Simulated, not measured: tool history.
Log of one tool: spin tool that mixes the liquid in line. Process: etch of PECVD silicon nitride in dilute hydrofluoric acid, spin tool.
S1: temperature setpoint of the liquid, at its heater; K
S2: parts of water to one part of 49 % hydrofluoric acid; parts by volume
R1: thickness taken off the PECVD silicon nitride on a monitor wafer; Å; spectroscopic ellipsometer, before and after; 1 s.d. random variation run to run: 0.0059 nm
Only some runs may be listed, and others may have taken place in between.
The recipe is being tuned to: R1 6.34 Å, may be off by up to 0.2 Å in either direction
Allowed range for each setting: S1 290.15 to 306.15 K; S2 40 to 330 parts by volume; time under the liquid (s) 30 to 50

{"run": 1, "hour": 0.0, "S1": 298.15, "S2": 185, "time under the liquid (s)": 50, "R1": 9.4354}
{"run": 2, "hour": 0.7, "S1": 298.15, "S2": 250, "time under the liquid (s)": 50, "R1": 6.777}
{"run": 3, "hour": 6.7, "S1": 298.15, "S2": 250, "time under the liquid (s)": 30, "R1": 4.1203}
{"run": 4, "hour": 12.7, "S1": 295.15, "S2": 250, "time under the liquid (s)": 30, "R1": 3.4019}
{"run": 5, "hour": 20.2, "S1": 295.65, "S2": 250, "time under the liquid (s)": 30, "R1": 3.5104}
{"run": 6, "hour": 25.4, "S1": 296.15, "S2": 250, "time under the liquid (s)": 30, "R1": 3.62}
{"run": 7, "hour": 33.9, "S1": 296.15, "S2": 250, "time under the liquid (s)": 30, "R1": 3.6528}
{"run": 8, "hour": 37.5, "S1": 296.65, "S2": 250, "time under the liquid (s)": 30, "R1": 3.6532}

Pick the move, out of 4, that brings all results within their allowed miss; only one does.
{"run": "A", "hour": 41.1, "S1": 296.15, "S2": 235, "time under the liquid (s)": 50, "R1": "?"}
{"run": "B", "hour": 41.1, "S1": 296.15, "S2": 260, "time under the liquid (s)": 50, "R1": "?"}
{"run": "C", "hour": 41.1, "S1": 298.65, "S2": 310, "time under the liquid (s)": 45, "R1": "?"}
{"run": "D", "hour": 41.1, "S1": 298.65, "S2": 275, "time under the liquid (s)": 45, "R1": "?"}

move=A R1=6.383
move=B R1=5.778
move=C R1=5.0895
move=D R1=5.737
A: hits every target within its allowed miss
B: closes in on the targets versus the last run, not all within tolerance yet
C: closes in on the targets versus the last run, not all within tolerance yet
D: closes in on the targets versus the last run, not all within tolerance yet
Go with A: it meets all targets.
